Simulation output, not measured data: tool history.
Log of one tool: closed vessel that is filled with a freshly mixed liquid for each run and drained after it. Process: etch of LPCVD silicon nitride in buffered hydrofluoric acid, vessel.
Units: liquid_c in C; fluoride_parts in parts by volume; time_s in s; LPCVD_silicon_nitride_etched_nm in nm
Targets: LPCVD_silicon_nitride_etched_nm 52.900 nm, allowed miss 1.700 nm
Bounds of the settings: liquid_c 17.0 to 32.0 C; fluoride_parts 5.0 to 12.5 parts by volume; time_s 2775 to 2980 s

run,hour,liquid_c,fluoride_parts,time_s,LPCVD_silicon_nitride_etched_nm
1,0.0,25.0,7.5,2775,67.888
2,1.7,25.0,7.5,2775,68.993
3,4.4,24.5,7.5,2775,67.399
4,13.1,24.0,7.5,2775,65.319
5,19.3,23.5,7.5,2775,63.904
6,26.6,23.5,6.5,2775,71.883
7,28.7,22.5,6.5,2775,68.448
8,30.6,22.0,6.5,2775,67.311
9,33.1,21.5,6.5,2775,64.135
10,39.7,21.5,6.5,2775,65.669

5 next moves are on the table. One of them brings every result within its allowed miss. Which?
A,46.3,19.0,7.0,2785,?
B,46.3,22.5,8.0,2800,?
C,46.3,19.0,7.5,2775,?
D,46.3,21.5,9.0,2830,?
E,46.3,24.0,9.0,2980,?

move,LPCVD_silicon_nitride_etched_nm
A,53.614
B,56.692
C,49.585
D,47.717
E,57.645
A: meets every target
B: nearer than the last run, and not there yet
C: takes the result that was furthest off past its target
D: takes the result that was furthest off past its target
E: nearer than the last run, and not there yet
The right move is A.
